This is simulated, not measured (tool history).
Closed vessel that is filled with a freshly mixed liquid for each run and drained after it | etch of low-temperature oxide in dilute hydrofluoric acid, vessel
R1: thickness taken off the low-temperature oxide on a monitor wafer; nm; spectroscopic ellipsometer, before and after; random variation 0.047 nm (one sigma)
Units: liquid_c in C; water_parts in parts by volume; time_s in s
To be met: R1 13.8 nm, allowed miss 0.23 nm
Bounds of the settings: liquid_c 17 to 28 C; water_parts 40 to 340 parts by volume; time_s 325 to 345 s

{"run": 1, "day": 0.0, "liquid_c": 20, "water_parts": 190, "time_s": 325, "R1": 16.579}
{"run": 2, "day": 0.279, "liquid_c": 22, "water_parts": 190, "time_s": 325, "R1": 17.832}
{"run": 3, "day": 0.321, "liquid_c": 20.5, "water_parts": 190, "time_s": 325, "R1": 17.006}
{"run": 4, "day": 0.371, "liquid_c": 19.5, "water_parts": 195, "time_s": 325, "R1": 15.796}
{"run": 5, "day": 0.467, "liquid_c": 19.5, "water_parts": 195, "time_s": 345, "R1": 16.665}
{"run": 6, "day": 0.612, "liquid_c": 19.5, "water_parts": 195, "time_s": 345, "R1": 16.783}
{"run": 7, "day": 0.775, "liquid_c": 18.5, "water_parts": 200, "time_s": 345, "R1": 15.66}
{"run": 8, "day": 1.012, "liquid_c": 18, "water_parts": 205, "time_s": 345, "R1": 14.906}
{"run": 9, "day": 1.171, "liquid_c": 17.5, "water_parts": 205, "time_s": 345, "R1": 14.61}

Which of these 4 next moves meets every target?
{"run": "A", "day": 1.329, "liquid_c": 18.5, "water_parts": 225, "time_s": 335, "R1": "?"}
{"run": "B", "day": 1.329, "liquid_c": 18.5, "water_parts": 185, "time_s": 325, "R1": "?"}
{"run": "C", "day": 1.329, "liquid_c": 17, "water_parts": 200, "time_s": 340, "R1": "?"}
{"run": "D", "day": 1.329, "liquid_c": 17, "water_parts": 200, "time_s": 325, "R1": "?"}

move=A R1=13.123
move=B R1=16.059
move=C R1=14.43
move=D R1=13.793
A: takes the result that was furthest off past its target
B: further off than the last run
C: nearer than the last run, and not there yet
D: meets every target
The right move is D.
